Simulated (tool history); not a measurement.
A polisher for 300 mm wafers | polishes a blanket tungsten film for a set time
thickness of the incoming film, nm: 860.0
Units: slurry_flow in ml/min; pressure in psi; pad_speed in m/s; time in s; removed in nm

| run | hour | slurry_flow | pressure | pad_speed | slurry_solids | time | removed |
|---|---|---|---|---|---|---|---|
| 1 | 0 | 250 | 4.6 | 1.4 | 1 | 49 | 334.45 |
| 2 | 7 | 250 | 5.1 | 1.4 | 1 | 49 | 372.33 |
| 3 | 9.8 | 250 | 5.1 | 1.4 | 1 | 49 | 375.18 |
| 4 | 14.9 | 250 | 5.1 | 1.4 | 1 | 49 | 374.38 |
| 5 | 16.5 | 205 | 5.1 | 1.4 | 1 | 49 | 367.06 |
| 6 | 23.6 | 205 | 4.1 | 1.4 | 1 | 49 | 298.48 |
| 7 | 27.3 | 210 | 4.4 | 1.4 | 1 | 49 | 318.22 |
| 8 | 30 | 215 | 4.7 | 1.4 | 1 | 49 | 340.98 |
| 9 | 31.3 | 215 | 4.9 | 1.4 | 1 | 49 | 354.41 |

Run 10 comes next. What will it give?
| 10 | 33.4 | 215 | 5.1 | 1.4 | 1 | 49 | ? |

{"run 10": {"removed": 365.27}}
